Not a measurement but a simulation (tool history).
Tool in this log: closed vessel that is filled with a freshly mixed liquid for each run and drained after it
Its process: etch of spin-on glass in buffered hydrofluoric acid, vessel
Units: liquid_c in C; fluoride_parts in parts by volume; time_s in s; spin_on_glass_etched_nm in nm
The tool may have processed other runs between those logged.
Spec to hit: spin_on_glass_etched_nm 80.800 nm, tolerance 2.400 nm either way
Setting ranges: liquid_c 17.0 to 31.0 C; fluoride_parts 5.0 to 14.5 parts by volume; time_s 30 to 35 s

run 1 hour=0.0 | liquid_c=23.0 fluoride_parts=9.0 time_s=35 | spin_on_glass_etched_nm=145.390
run 2 hour=6.4 | liquid_c=23.0 fluoride_parts=10.5 time_s=35 | spin_on_glass_etched_nm=130.530
run 3 hour=9.5 | liquid_c=22.0 fluoride_parts=11.0 time_s=35 | spin_on_glass_etched_nm=117.800
run 4 hour=16.8 | liquid_c=24.5 fluoride_parts=11.0 time_s=35 | spin_on_glass_etched_nm=134.190
run 5 hour=22.1 | liquid_c=24.5 fluoride_parts=12.0 time_s=35 | spin_on_glass_etched_nm=123.530
run 6 hour=23.0 | liquid_c=28.0 fluoride_parts=12.0 time_s=35 | spin_on_glass_etched_nm=150.380
run 7 hour=26.5 | liquid_c=24.0 fluoride_parts=12.5 time_s=35 | spin_on_glass_etched_nm=115.370
run 8 hour=31.4 | liquid_c=23.0 fluoride_parts=12.5 time_s=35 | spin_on_glass_etched_nm=110.870
run 9 hour=37.7 | liquid_c=22.0 fluoride_parts=12.5 time_s=35 | spin_on_glass_etched_nm=103.300
run 10 hour=41.8 | liquid_c=21.5 fluoride_parts=12.5 time_s=35 | spin_on_glass_etched_nm=101.000
run 11 hour=50.6 | liquid_c=21.0 fluoride_parts=12.5 time_s=35 | spin_on_glass_etched_nm=97.675
run 12 hour=58.5 | liquid_c=20.5 fluoride_parts=12.5 time_s=35 | spin_on_glass_etched_nm=96.153
run 13 hour=59.4 | liquid_c=20.0 fluoride_parts=12.5 time_s=35 | spin_on_glass_etched_nm=92.131
run 14 hour=63.5 | liquid_c=19.5 fluoride_parts=12.5 time_s=35 | spin_on_glass_etched_nm=89.507

Next run, 4 choices. One meets every target within its allowed miss, the rest don't. Which?
run A hour=67.6 | liquid_c=19.5 fluoride_parts=13.0 time_s=30 | spin_on_glass_etched_nm=?
run B hour=67.6 | liquid_c=21.0 fluoride_parts=13.0 time_s=30 | spin_on_glass_etched_nm=?
run C hour=67.6 | liquid_c=21.5 fluoride_parts=14.5 time_s=30 | spin_on_glass_etched_nm=?
run D hour=67.6 | liquid_c=20.5 fluoride_parts=12.0 time_s=35 | spin_on_glass_etched_nm=?

move=A spin_on_glass_etched_nm=74.022
move=B spin_on_glass_etched_nm=80.501
move=C spin_on_glass_etched_nm=74.358
move=D spin_on_glass_etched_nm=98.783
A: moves the result that the last run missed by most past its target, out the other side
B: meets every target
C: moves the result that the last run missed by most past its target, out the other side
D: moves away from the targets compared with the last run
Correct choice: B, which meets every target

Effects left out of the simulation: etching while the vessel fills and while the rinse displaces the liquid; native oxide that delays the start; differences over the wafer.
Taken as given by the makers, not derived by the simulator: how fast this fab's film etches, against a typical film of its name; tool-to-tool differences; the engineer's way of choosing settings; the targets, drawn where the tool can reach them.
